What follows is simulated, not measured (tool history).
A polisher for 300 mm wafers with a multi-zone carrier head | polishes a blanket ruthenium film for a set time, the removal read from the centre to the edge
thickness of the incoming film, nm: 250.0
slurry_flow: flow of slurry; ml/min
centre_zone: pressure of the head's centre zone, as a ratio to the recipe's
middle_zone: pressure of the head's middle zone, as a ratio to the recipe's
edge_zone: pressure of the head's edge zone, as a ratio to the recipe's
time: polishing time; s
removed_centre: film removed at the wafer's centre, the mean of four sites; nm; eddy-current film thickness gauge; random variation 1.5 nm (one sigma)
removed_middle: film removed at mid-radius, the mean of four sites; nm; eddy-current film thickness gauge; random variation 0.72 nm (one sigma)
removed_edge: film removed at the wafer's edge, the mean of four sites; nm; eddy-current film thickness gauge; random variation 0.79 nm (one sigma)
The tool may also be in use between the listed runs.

run 1 hour=0 | slurry_flow=175 centre_zone=1 middle_zone=1 edge_zone=1 time=77 | removed_centre=95.442 removed_middle=94.288 removed_edge=95.05
run 2 hour=1.9 | slurry_flow=190 centre_zone=1.05 middle_zone=1.01 edge_zone=1.05 time=80 | removed_centre=104.99 removed_middle=98.16 removed_edge=100.85
run 3 hour=9.7 | slurry_flow=190 centre_zone=1.05 middle_zone=1.05 edge_zone=1.05 time=80 | removed_centre=107.15 removed_middle=102.18 removed_edge=102.39
run 4 hour=15.7 | slurry_flow=225 centre_zone=1.05 middle_zone=1.05 edge_zone=1.05 time=80 | removed_centre=106.67 removed_middle=104.23 removed_edge=102.3
run 5 hour=23.7 | slurry_flow=225 centre_zone=0.99 middle_zone=1.05 edge_zone=1.05 time=80 | removed_centre=102.41 removed_middle=104.54 removed_edge=102.67
run 6 hour=25.9 | slurry_flow=225 centre_zone=0.99 middle_zone=1.05 edge_zone=1.05 time=62 | removed_centre=79.415 removed_middle=81.646 removed_edge=79.197
run 7 hour=26.5 | slurry_flow=225 centre_zone=1.05 middle_zone=1.04 edge_zone=1.07 time=71 | removed_centre=97.625 removed_middle=93.327 removed_edge=92.061

Run 8 comes next. What will it give?
run 8 hour=32.7 | slurry_flow=220 centre_zone=1.08 middle_zone=1.04 edge_zone=1.1 time=76 | removed_centre=? removed_middle=? removed_edge=?

Run 8 gave removed_centre 104.85 nm, removed_middle 98.214 nm, removed_edge 99.299 nm.

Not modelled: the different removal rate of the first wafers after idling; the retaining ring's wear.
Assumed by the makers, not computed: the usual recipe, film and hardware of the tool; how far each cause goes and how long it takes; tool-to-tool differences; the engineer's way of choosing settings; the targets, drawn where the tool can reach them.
